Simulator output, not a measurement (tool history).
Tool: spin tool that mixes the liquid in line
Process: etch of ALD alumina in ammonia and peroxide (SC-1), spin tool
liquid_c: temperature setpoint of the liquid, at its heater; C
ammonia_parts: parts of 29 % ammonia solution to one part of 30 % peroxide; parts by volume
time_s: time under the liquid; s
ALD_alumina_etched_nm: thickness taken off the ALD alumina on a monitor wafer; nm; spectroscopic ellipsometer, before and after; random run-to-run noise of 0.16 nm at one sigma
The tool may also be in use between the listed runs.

run,hour,liquid_c,ammonia_parts,time_s,ALD_alumina_etched_nm
1,0,47,0.85,300,12.807
2,0.8,47,0.85,300,12.79
3,7.9,47,0.85,300,12.494
4,13.8,47,0.7,300,12.51
5,15.6,47,0.45,300,11.939
6,23.8,47,0.75,300,12.691

Run 7 is up next; what results do you expect?
7,32.4,49,0.75,300,?

Run 7 gave ALD_alumina_etched_nm 14.02 nm.
